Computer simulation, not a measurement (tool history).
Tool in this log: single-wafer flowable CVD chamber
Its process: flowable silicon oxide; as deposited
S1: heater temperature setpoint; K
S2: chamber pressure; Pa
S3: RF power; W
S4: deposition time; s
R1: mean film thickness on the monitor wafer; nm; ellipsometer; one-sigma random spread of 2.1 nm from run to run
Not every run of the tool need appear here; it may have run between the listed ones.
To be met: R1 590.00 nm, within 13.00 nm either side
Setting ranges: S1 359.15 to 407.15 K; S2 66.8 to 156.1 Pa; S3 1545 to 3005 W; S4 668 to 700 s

| run | hour | S1 | S2 | S3 | S4 | R1 |
|---|---|---|---|---|---|---|
| 1 | 0.0 | 383.15 | 111.5 | 2275 | 700 | 324.83 |
| 2 | 4.1 | 379.15 | 111.6 | 2275 | 700 | 378.50 |
| 3 | 10.4 | 371.15 | 111.6 | 2275 | 700 | 510.66 |
| 4 | 14.1 | 371.15 | 111.6 | 2045 | 700 | 500.66 |
| 5 | 19.3 | 361.15 | 111.6 | 2045 | 700 | 723.41 |
| 6 | 25.3 | 362.15 | 111.6 | 2045 | 700 | 700.70 |
| 7 | 31.5 | 363.15 | 111.6 | 2045 | 700 | 675.04 |
| 8 | 37.0 | 364.15 | 111.6 | 2045 | 700 | 656.26 |
| 9 | 44.6 | 365.15 | 111.6 | 2045 | 700 | 633.61 |
| 10 | 50.0 | 368.15 | 111.5 | 2045 | 700 | 566.14 |

5 next moves are on the table. One of them brings every result within its allowed miss. Which?
| A | 55.4 | 372.15 | 127.5 | 1865 | 676 | ? |
| B | 55.4 | 366.15 | 104.4 | 2120 | 672 | ? |
| C | 55.4 | 364.15 | 103.5 | 2160 | 700 | ? |
| D | 55.4 | 368.15 | 104.9 | 2000 | 700 | ? |
| E | 55.4 | 368.15 | 118.8 | 1960 | 700 | ? |

| move | R1 |
|---|---|
| A | 521.10 |
| B | 550.43 |
| C | 611.35 |
| D | 528.04 |
| E | 593.24 |
A: further off than the last run
B: further off than the last run
C: the result that was furthest off in the last run now lies on the other side of its target
D: further off than the last run
E: hits every target within its allowed miss
The right move is E.

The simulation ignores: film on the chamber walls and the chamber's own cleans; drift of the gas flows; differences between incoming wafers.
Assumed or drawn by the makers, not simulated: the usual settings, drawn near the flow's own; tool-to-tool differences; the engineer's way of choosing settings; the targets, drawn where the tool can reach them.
